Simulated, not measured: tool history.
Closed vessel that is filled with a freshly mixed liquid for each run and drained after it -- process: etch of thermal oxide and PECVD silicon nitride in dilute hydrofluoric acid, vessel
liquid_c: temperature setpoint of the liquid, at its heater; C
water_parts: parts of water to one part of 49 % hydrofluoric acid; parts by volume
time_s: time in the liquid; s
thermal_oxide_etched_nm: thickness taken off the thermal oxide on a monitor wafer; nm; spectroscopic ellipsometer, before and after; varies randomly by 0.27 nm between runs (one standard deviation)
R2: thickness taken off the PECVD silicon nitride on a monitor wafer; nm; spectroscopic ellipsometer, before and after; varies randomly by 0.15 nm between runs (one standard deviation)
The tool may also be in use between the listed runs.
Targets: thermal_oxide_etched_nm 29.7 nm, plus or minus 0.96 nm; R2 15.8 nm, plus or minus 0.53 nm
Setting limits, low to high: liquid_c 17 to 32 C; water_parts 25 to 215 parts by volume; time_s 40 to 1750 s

Run 1, hour 0: liquid_c 24 C, water_parts 120 parts by volume, time_s 895 s. Result: thermal_oxide_etched_nm 28.499 nm, R2 17.054 nm.
Run 2, hour 1.7: liquid_c 27 C, water_parts 120 parts by volume, time_s 895 s. Result: thermal_oxide_etched_nm 32.085 nm, R2 20.959 nm.
Run 3, hour 3.3: liquid_c 24 C, water_parts 120 parts by volume, time_s 895 s. Result: thermal_oxide_etched_nm 28.474 nm, R2 17.272 nm.
Run 4, hour 9.4: liquid_c 24 C, water_parts 120 parts by volume, time_s 1055 s. Result: thermal_oxide_etched_nm 33.525 nm, R2 19.98 nm.
Run 5, hour 9.9: liquid_c 24 C, water_parts 155 parts by volume, time_s 1055 s. Result: thermal_oxide_etched_nm 25.279 nm, R2 15.859 nm.
Run 6, hour 16.8: liquid_c 23 C, water_parts 140 parts by volume, time_s 1035 s. Result: thermal_oxide_etched_nm 26.274 nm, R2 16.36 nm.
Run 7, hour 18: liquid_c 22 C, water_parts 125 parts by volume, time_s 990 s. Result: thermal_oxide_etched_nm 27.579 nm, R2 16.116 nm.
Run 8, hour 24.3: liquid_c 21.5 C, water_parts 115 parts by volume, time_s 975 s. Result: thermal_oxide_etched_nm 29.543 nm, R2 16.401 nm.
Run 9, hour 30.6: liquid_c 21.5 C, water_parts 115 parts by volume, time_s 975 s. Result: thermal_oxide_etched_nm 29.891 nm, R2 16.643 nm.

Which of these 5 next moves meets every target?
Run A, hour 36.9: liquid_c 20 C, water_parts 115 parts by volume, time_s 1025 s. Result: thermal_oxide_etched_nm ?, R2 ?.
Run B, hour 36.9: liquid_c 20 C, water_parts 105 parts by volume, time_s 895 s. Result: thermal_oxide_etched_nm ?, R2 ?.
Run C, hour 36.9: liquid_c 22.5 C, water_parts 125 parts by volume, time_s 1065 s. Result: thermal_oxide_etched_nm ?, R2 ?.
Run D, hour 36.9: liquid_c 17.5 C, water_parts 90 parts by volume, time_s 880 s. Result: thermal_oxide_etched_nm ?, R2 ?.
Run E, hour 36.9: liquid_c 22.5 C, water_parts 130 parts by volume, time_s 1095 s. Result: thermal_oxide_etched_nm ?, R2 ?.

move  thermal_oxide_etched_nm      R2
   A                   28.876  15.759
   B                   27.949  15.037
   C                   30.115   17.82
   D                   29.434   14.47
   E                   29.587  17.628
A: each result inside its tolerance
B: takes the result that was furthest off past its target
C: moves away from the targets compared with the last run
D: takes the result that was furthest off past its target
E: moves away from the targets compared with the last run
A meets every target.
